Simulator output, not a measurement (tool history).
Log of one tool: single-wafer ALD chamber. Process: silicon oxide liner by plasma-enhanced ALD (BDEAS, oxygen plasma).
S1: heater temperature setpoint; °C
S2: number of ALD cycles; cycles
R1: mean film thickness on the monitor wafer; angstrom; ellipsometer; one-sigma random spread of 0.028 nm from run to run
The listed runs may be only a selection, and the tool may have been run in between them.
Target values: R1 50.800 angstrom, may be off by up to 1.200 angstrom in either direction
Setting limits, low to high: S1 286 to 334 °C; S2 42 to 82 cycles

run  hour   S1  S2      R1
  1   0.0  310  62  58.433
  2   8.7  310  60  56.754
  3  10.5  310  58  55.099
  4  13.7  310  57  54.031
  5  16.6  310  63  59.688
  6  19.6  304  63  59.769
     21.2  -- thermocouple changed; heater temperature recalibrated
  7  21.2  304  61  58.650
  8  23.9  306  59  56.421
  9  26.5  307  58  55.175
 10  31.8  307  57  54.376
 11  37.2  307  57  53.921

Exercise: of the 5 proposed moves below, exactly one satisfies all targets within the stated allowed misses. Which move is it?
  A  42.6  312  61   ?
  B  42.6  314  51   ?
  C  42.6  307  50   ?
  D  42.6  304  53   ?
  E  42.6  305  62   ?

move      R1
   A  57.246
   B  47.741
   C  47.216
   D  50.236
   E  58.693
A: its largest miss is bigger than the last run's
B: moves the result that the last run missed by most past its target, out the other side
C: moves the result that the last run missed by most past its target, out the other side
D: in spec on every target
E: its largest miss is bigger than the last run's
Answer: D
